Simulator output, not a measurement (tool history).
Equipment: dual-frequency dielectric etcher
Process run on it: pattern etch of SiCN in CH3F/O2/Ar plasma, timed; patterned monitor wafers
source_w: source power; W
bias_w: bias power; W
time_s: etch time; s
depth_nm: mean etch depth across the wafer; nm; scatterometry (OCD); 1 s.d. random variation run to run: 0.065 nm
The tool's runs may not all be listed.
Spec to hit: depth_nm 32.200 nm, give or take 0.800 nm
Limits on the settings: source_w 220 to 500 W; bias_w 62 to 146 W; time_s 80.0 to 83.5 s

run	hour	source_w	bias_w	time_s	depth_nm
1	0.0	360	104	80.0	28.493
2	4.2	360	104	80.0	28.552
3	8.6	370	105	80.0	28.857
4	10.3	380	106	80.0	29.079
5	15.4	390	108	80.0	29.670
6	18.7	430	108	80.0	30.494
7	23.4	430	109	80.0	30.608
8	25.0	430	110	80.0	30.679

Below are 5 possible settings for the next run. Only one of them brings all results inside the allowed miss of their targets. Which is it?
A	26.6	410	110	80.0	?
B	26.6	440	123	80.0	?
C	26.6	340	116	82.0	?
D	26.6	400	92	81.5	?
E	26.6	400	103	81.5	?

move	depth_nm
A	30.300
B	32.355
C	29.970
D	28.596
E	29.862
A: its largest miss is bigger than the last run's
B: all results in spec
C: its largest miss is bigger than the last run's
D: its largest miss is bigger than the last run's
E: its largest miss is bigger than the last run's
Move B is the one to make.
